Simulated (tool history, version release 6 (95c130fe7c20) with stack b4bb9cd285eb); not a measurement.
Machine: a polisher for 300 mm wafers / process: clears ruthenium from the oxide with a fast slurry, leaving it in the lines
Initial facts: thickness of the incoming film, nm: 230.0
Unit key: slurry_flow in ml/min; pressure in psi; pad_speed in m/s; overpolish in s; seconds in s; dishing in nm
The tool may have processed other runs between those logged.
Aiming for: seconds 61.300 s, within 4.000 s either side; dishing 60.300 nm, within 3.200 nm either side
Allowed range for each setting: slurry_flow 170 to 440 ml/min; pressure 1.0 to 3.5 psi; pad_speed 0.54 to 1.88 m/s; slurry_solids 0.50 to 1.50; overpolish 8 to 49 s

run 1 hour=0.0 | slurry_flow=280 pressure=2.2 pad_speed=1.20 slurry_solids=1.00 overpolish=25 | seconds=46.472 dishing=78.922
run 2 hour=4.8 | slurry_flow=280 pressure=2.0 pad_speed=1.20 slurry_solids=1.00 overpolish=24 | seconds=54.163 dishing=71.351
run 3 hour=11.4 | slurry_flow=280 pressure=2.0 pad_speed=1.20 slurry_solids=1.00 overpolish=18 | seconds=52.455 dishing=57.014
run 4 hour=20.5 | slurry_flow=280 pressure=2.0 pad_speed=0.96 slurry_solids=1.00 overpolish=18 | seconds=65.769 dishing=47.893
run 5 hour=25.9 | slurry_flow=325 pressure=2.0 pad_speed=0.96 slurry_solids=1.00 overpolish=18 | seconds=65.986 dishing=48.328
run 6 hour=27.4 | slurry_flow=325 pressure=2.0 pad_speed=0.96 slurry_solids=1.00 overpolish=19 | seconds=65.085 dishing=51.690
run 7 hour=28.3 | slurry_flow=325 pressure=2.0 pad_speed=0.96 slurry_solids=1.00 overpolish=20 | seconds=64.463 dishing=51.894
run 8 hour=32.4 | slurry_flow=325 pressure=2.1 pad_speed=0.96 slurry_solids=1.00 overpolish=25 | seconds=62.586 dishing=66.285

5 candidate next runs follow, results not yet known. Just one meets every target within its allowed miss. Identify it.
run A hour=36.5 | slurry_flow=330 pressure=2.1 pad_speed=1.02 slurry_solids=0.90 overpolish=19 | seconds=? dishing=?
run B hour=36.5 | slurry_flow=340 pressure=2.3 pad_speed=0.92 slurry_solids=0.95 overpolish=25 | seconds=? dishing=?
run C hour=36.5 | slurry_flow=360 pressure=2.0 pad_speed=0.98 slurry_solids=1.15 overpolish=22 | seconds=? dishing=?
run D hour=36.5 | slurry_flow=345 pressure=2.3 pad_speed=0.94 slurry_solids=0.90 overpolish=26 | seconds=? dishing=?
run E hour=36.5 | slurry_flow=360 pressure=2.0 pad_speed=0.96 slurry_solids=0.85 overpolish=26 | seconds=? dishing=?

move=A seconds=61.039 dishing=53.711
move=B seconds=59.845 dishing=68.305
move=C seconds=58.533 dishing=62.763
move=D seconds=60.239 dishing=70.085
move=E seconds=69.504 dishing=62.522
A: carries the result that was furthest off beyond its target, to the other side
B: its largest miss is bigger than the last run's
C: meets every target
D: its largest miss is bigger than the last run's
E: brings the result that was furthest off to its target, and leaves another outside
Answer: C
